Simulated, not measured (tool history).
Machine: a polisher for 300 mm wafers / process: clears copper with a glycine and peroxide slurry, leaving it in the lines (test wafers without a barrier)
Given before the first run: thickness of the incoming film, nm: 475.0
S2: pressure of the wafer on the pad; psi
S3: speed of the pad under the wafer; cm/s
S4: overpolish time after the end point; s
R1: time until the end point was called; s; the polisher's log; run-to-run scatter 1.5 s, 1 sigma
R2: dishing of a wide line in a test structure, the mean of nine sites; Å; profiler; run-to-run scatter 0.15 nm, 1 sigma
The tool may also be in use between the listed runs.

run 1 hour=0 | flow_of_slurry_(ml/min)=165 S2=3 S3=120 S4=11 | R1=59.529 R2=422.45
run 2 hour=9 | flow_of_slurry_(ml/min)=165 S2=3.5 S3=120 S4=11 | R1=52.113 R2=460.44
run 3 hour=17.9 | flow_of_slurry_(ml/min)=165 S2=3.5 S3=120 S4=15 | R1=50.221 R2=556.51
run 4 hour=24.9 | flow_of_slurry_(ml/min)=165 S2=3.5 S3=150 S4=15 | R1=43.868 R2=599.94
run 5 hour=30.9 | flow_of_slurry_(ml/min)=150 S2=3.1 S3=132 S4=13 | R1=54.159 R2=482.99
run 6 hour=32.6 | flow_of_slurry_(ml/min)=180 S2=3.1 S3=132 S4=13 | R1=52.17 R2=497.13
run 7 hour=41 | flow_of_slurry_(ml/min)=165 S2=2.8 S3=118 S4=11 | R1=63.258 R2=396.45
run 8 hour=43.7 | flow_of_slurry_(ml/min)=150 S2=2.5 S3=108 S4=9 | R1=73.712 R2=300.14
run 9 hour=51.9 | flow_of_slurry_(ml/min)=150 S2=2.3 S3=98 S4=8 | R1=85.11 R2=252.05

Forecast run 10:
run 10 hour=55.7 | flow_of_slurry_(ml/min)=150 S2=2.2 S3=92 S4=7 | R1=? R2=?

{"run 10": {"R1": 90.833, "R2": 214.37}}
